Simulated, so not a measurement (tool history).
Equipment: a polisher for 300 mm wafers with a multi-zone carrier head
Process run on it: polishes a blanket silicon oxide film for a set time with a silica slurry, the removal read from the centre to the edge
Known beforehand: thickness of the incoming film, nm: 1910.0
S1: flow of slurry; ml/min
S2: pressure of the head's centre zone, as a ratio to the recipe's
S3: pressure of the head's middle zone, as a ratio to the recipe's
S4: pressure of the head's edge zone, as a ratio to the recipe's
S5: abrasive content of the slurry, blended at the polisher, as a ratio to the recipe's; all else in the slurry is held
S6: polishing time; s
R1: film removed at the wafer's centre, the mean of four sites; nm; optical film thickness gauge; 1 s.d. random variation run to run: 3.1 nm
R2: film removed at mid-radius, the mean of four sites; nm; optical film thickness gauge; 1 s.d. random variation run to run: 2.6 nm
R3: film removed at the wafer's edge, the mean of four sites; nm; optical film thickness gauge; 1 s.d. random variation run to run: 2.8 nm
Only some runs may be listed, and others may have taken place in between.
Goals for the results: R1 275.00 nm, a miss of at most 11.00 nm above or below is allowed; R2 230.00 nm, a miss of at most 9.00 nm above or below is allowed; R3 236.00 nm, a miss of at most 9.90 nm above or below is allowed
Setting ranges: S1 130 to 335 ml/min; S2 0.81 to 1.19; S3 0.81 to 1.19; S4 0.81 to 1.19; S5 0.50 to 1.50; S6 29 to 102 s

run  hour   S1    S2    S3    S4    S5  S6      R1      R2      R3
  1   0.0  215  1.00  1.00  1.00  1.00  65  190.08  178.61  191.98
  2   4.5  215  1.00  1.00  1.00  1.00  55  162.53  149.43  159.29
  3   8.1  220  1.02  1.01  1.01  1.05  56  171.76  159.67  167.16
  4  15.4  250  1.02  1.01  1.01  1.05  56  172.26  165.91  170.54
  5  17.8  240  1.04  1.01  1.01  1.10  57  187.07  169.68  179.11
  6  23.5  240  1.05  1.02  1.01  1.15  57  191.06  176.32  178.61
  7  28.2  240  1.06  1.02  1.02  1.20  58  196.87  179.09  183.39
  8  35.7  245  1.07  1.02  1.02  1.25  59  208.40  188.15  193.89
  9  36.7  250  1.08  1.02  1.02  1.30  60  218.29  193.35  200.42
 10  40.1  255  1.09  1.02  1.02  1.35  61  229.11  206.49  209.56
 11  45.9  260  1.10  1.02  1.03  1.35  61  227.19  202.38  208.94
     52.6  -- slurry nozzle cleaned
 12  52.6  260  1.11  1.02  1.03  1.35  62  245.67  213.38  220.93

Which single option among these 5 for the next run brings every result within its allowed miss of target? Just one does.
  A  59.3  300  1.16  0.91  1.04  1.40  65   ?   ?   ?
  B  59.3  255  1.14  1.00  1.02  1.50  55   ?   ?   ?
  C  59.3  265  1.19  0.96  0.91  1.50  69   ?   ?   ?
  D  59.3  240  1.19  0.99  0.98  1.10  72   ?   ?   ?
  E  59.3  235  1.19  1.07  1.09  1.50  63   ?   ?   ?

move      R1      R2      R3
   A  277.56  207.52  235.34
   B  233.13  192.20  200.02
   C  306.68  233.91  238.58
   D  275.32  215.67  222.47
   E  276.15  230.95  234.92
A: gets the furthest-off result to its target, but another result is out of tolerance
B: the biggest miss grows against the last run
C: carries the result that was furthest off beyond its target, to the other side
D: gets the furthest-off result to its target, but another result is out of tolerance
E: meets every target
Move E is the one to make.

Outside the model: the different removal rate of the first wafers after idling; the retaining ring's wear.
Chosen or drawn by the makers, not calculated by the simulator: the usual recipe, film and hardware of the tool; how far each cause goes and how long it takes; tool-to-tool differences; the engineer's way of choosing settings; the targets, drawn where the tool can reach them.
